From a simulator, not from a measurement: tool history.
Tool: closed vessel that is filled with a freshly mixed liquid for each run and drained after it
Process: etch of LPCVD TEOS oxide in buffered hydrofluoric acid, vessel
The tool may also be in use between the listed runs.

run  hour  temperature setpoint of the liquid (C)  parts of 40 % ammonium fluoride to one part of 49 % hydrofluoric acid (parts by volume)  time in the liquid (s)  thickness taken off the LPCVD TEOS oxide on a monitor wafer (angstrom)
  1     0                                      24                                                                                       17                      30                                                                  774.78
  2   3.2                                      24                                                                                       17                      30                                                                  770.53
  3   5.2                                    22.5                                                                                       18                      30                                                                  665.31
  4  10.5                                    21.5                                                                                     18.5                      30                                                                  628.41
  5  15.7                                    23.5                                                                                     18.5                      30                                                                  701.51
  6  20.7                                    22.5                                                                                     19.5                      30                                                                   628.5
  7  25.4                                    21.5                                                                                       20                      30                                                                   585.9
  8  28.9                                    20.5                                                                                     20.5                      30                                                                  540.39
  9  30.1                                      20                                                                                       21                      30                                                                  507.31
 10  39.1                                    19.5                                                                                     21.5                      30                                                                  484.61
 11  45.7                                      19                                                                                     21.5                      30                                                                  478.88
 12  53.6                                    18.5                                                                                       22                      30                                                                  452.33

Run 13 comes next. What will it give?
 13  61.4                                    18.5                                                                                       22                      30                                                                       ?

Run 13 gave thickness taken off the LPCVD TEOS oxide on a monitor wafer (angstrom) 456.34.

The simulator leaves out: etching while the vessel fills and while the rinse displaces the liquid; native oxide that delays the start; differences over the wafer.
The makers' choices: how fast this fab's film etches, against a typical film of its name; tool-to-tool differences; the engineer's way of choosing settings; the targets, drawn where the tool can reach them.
